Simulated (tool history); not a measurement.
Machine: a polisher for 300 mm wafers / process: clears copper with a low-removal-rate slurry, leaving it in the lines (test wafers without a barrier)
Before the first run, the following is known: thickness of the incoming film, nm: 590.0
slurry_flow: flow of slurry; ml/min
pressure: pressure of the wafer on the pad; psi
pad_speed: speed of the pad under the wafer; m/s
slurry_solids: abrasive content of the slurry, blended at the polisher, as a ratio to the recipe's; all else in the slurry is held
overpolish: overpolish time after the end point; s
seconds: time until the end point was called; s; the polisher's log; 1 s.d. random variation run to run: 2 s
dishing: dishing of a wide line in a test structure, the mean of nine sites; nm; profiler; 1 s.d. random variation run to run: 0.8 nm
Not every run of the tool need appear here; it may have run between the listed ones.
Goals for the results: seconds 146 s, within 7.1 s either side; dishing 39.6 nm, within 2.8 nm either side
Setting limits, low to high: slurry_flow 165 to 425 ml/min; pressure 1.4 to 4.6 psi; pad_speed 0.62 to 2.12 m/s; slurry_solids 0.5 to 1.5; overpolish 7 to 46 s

Run 1, hour 0: slurry_flow 275 ml/min, pressure 3 psi, pad_speed 1.36 m/s, slurry_solids 1, overpolish 24 s. Result: seconds 145.46 s, dishing 55.821 nm.
Run 2, hour 5.8: slurry_flow 225 ml/min, pressure 3 psi, pad_speed 1.36 m/s, slurry_solids 1, overpolish 24 s. Result: seconds 148.04 s, dishing 52.302 nm.
Run 3, hour 13.9: slurry_flow 225 ml/min, pressure 2.6 psi, pad_speed 1.36 m/s, slurry_solids 1, overpolish 24 s. Result: seconds 164.18 s, dishing 48.05 nm.
Run 4, hour 20.5: slurry_flow 175 ml/min, pressure 2.6 psi, pad_speed 1.36 m/s, slurry_solids 1, overpolish 24 s. Result: seconds 167.74 s, dishing 46.982 nm.
Run 5, hour 29.4: slurry_flow 175 ml/min, pressure 2.7 psi, pad_speed 1.36 m/s, slurry_solids 1, overpolish 22 s. Result: seconds 164.59 s, dishing 45.357 nm.
Run 6, hour 30.7: slurry_flow 175 ml/min, pressure 2.8 psi, pad_speed 1.36 m/s, slurry_solids 1, overpolish 20 s. Result: seconds 160.12 s, dishing 43.102 nm.
Run 7, hour 39.1: slurry_flow 175 ml/min, pressure 2.9 psi, pad_speed 1.36 m/s, slurry_solids 1, overpolish 19 s. Result: seconds 157.6 s, dishing 43.519 nm.
Run 8, hour 43.4: slurry_flow 175 ml/min, pressure 3 psi, pad_speed 1.36 m/s, slurry_solids 1, overpolish 18 s. Result: seconds 151.71 s, dishing 43.024 nm.
Run 9, hour 51.7: slurry_flow 175 ml/min, pressure 3.1 psi, pad_speed 1.36 m/s, slurry_solids 1, overpolish 13 s. Result: seconds 148.54 s, dishing 35.11 nm.

Pick the move, out of 5, that brings all results within their allowed miss; only one does.
Run A, hour 60: slurry_flow 165 ml/min, pressure 2.9 psi, pad_speed 1.26 m/s, slurry_solids 1, overpolish 15 s. Result: seconds ?, dishing ?.
Run B, hour 60: slurry_flow 185 ml/min, pressure 2.9 psi, pad_speed 1.32 m/s, slurry_solids 0.9, overpolish 17 s. Result: seconds ?, dishing ?.
Run C, hour 60: slurry_flow 165 ml/min, pressure 2.9 psi, pad_speed 1.26 m/s, slurry_solids 1.35, overpolish 17 s. Result: seconds ?, dishing ?.
Run D, hour 60: slurry_flow 165 ml/min, pressure 3.2 psi, pad_speed 1.34 m/s, slurry_solids 1.05, overpolish 12 s. Result: seconds ?, dishing ?.
Run E, hour 60: slurry_flow 165 ml/min, pressure 3.2 psi, pad_speed 1.36 m/s, slurry_solids 1, overpolish 16 s. Result: seconds ?, dishing ?.

move  seconds  dishing
   A   169.26   34.601
   B   161.89   39.398
   C   160.66   39.623
   D   146.25   32.678
   E   145.35   40.999
A: its largest miss is bigger than the last run's
B: meets the target for the result that was furthest off, but another lies outside its allowed miss
C: meets the target for the result that was furthest off, but another lies outside its allowed miss
D: its largest miss is bigger than the last run's
E: every result lands within tolerance
So the answer is move E, the one that meets all the targets.

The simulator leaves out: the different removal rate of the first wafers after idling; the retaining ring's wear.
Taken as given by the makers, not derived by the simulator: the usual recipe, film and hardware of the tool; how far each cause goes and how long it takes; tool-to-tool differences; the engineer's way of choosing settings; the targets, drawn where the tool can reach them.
